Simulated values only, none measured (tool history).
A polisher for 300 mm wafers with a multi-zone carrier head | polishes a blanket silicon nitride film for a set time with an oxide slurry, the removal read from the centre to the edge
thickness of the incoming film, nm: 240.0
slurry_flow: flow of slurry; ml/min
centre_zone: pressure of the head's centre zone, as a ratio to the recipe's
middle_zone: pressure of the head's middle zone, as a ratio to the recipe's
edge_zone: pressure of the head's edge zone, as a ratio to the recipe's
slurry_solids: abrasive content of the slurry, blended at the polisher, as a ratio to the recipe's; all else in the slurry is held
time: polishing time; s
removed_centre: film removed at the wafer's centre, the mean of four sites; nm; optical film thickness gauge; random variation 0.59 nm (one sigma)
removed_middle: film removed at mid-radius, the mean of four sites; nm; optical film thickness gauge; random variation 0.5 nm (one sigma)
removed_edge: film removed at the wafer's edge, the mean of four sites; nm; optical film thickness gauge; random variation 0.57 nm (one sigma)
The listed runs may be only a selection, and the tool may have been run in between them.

run 1 day=0.000 | slurry_flow=215 centre_zone=1.00 middle_zone=1.00 edge_zone=1.00 slurry_solids=1.00 time=59 | removed_centre=54.267 removed_middle=54.401 removed_edge=54.070
run 2 day=0.154 | slurry_flow=210 centre_zone=0.99 middle_zone=0.96 edge_zone=0.99 slurry_solids=0.85 time=58 | removed_centre=50.396 removed_middle=49.799 removed_edge=49.019
run 3 day=0.200 | slurry_flow=210 centre_zone=0.99 middle_zone=0.89 edge_zone=0.99 slurry_solids=0.85 time=58 | removed_centre=50.843 removed_middle=44.820 removed_edge=49.663
run 4 day=0.308 | slurry_flow=210 centre_zone=0.99 middle_zone=0.82 edge_zone=0.99 slurry_solids=0.85 time=58 | removed_centre=49.753 removed_middle=43.050 removed_edge=50.379
run 5 day=0.379 | slurry_flow=205 centre_zone=0.98 middle_zone=0.82 edge_zone=0.97 slurry_solids=0.75 time=58 | removed_centre=46.184 removed_middle=40.696 removed_edge=47.733
run 6 day=0.592 | slurry_flow=205 centre_zone=0.98 middle_zone=0.82 edge_zone=0.92 slurry_solids=0.75 time=58 | removed_centre=47.060 removed_middle=40.634 removed_edge=48.027

Forecast run 7:
run 7 day=0.771 | slurry_flow=205 centre_zone=0.98 middle_zone=0.84 edge_zone=0.92 slurry_solids=0.70 time=58 | removed_centre=? removed_middle=? removed_edge=?

Run 7 came out at removed_centre 45.798 nm, removed_middle 39.544 nm, removed_edge 44.914 nm.
